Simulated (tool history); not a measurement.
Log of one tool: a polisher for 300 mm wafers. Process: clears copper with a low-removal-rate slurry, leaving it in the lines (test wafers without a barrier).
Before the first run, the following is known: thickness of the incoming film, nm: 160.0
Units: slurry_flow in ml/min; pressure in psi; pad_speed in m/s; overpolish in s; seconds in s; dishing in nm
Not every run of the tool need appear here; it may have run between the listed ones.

Run 1, day 0.000: slurry_flow 195 ml/min, pressure 2.3 psi, pad_speed 0.82 m/s, slurry_solids 1.00, overpolish 24 s. Result: seconds 73.680 s, dishing 33.554 nm.
Run 2, day 0.375: slurry_flow 195 ml/min, pressure 2.2 psi, pad_speed 0.82 m/s, slurry_solids 1.00, overpolish 22 s. Result: seconds 75.315 s, dishing 29.765 nm.
Run 3, day 0.654: slurry_flow 195 ml/min, pressure 2.2 psi, pad_speed 0.66 m/s, slurry_solids 1.00, overpolish 22 s. Result: seconds 94.935 s, dishing 24.053 nm.
Run 4, day 0.879: slurry_flow 195 ml/min, pressure 2.2 psi, pad_speed 0.66 m/s, slurry_solids 0.80, overpolish 22 s. Result: seconds 96.377 s, dishing 23.547 nm.
Run 5, day 0.967: slurry_flow 195 ml/min, pressure 2.2 psi, pad_speed 0.66 m/s, slurry_solids 0.80, overpolish 20 s. Result: seconds 98.548 s, dishing 22.127 nm.
Run 6, day 1.079: slurry_flow 200 ml/min, pressure 2.2 psi, pad_speed 0.66 m/s, slurry_solids 0.85, overpolish 18 s. Result: seconds 96.821 s, dishing 19.983 nm.

Run 7 has not been measured yet. What should we expect?
At day 1.242: head pressure recalibrated.
Run 7, day 1.242: slurry_flow 200 ml/min, pressure 2.2 psi, pad_speed 0.66 m/s, slurry_solids 0.85, overpolish 17 s. Result: seconds ?, dishing ?.

{"run 7": {"seconds": 101.73, "dishing": 18.375}}

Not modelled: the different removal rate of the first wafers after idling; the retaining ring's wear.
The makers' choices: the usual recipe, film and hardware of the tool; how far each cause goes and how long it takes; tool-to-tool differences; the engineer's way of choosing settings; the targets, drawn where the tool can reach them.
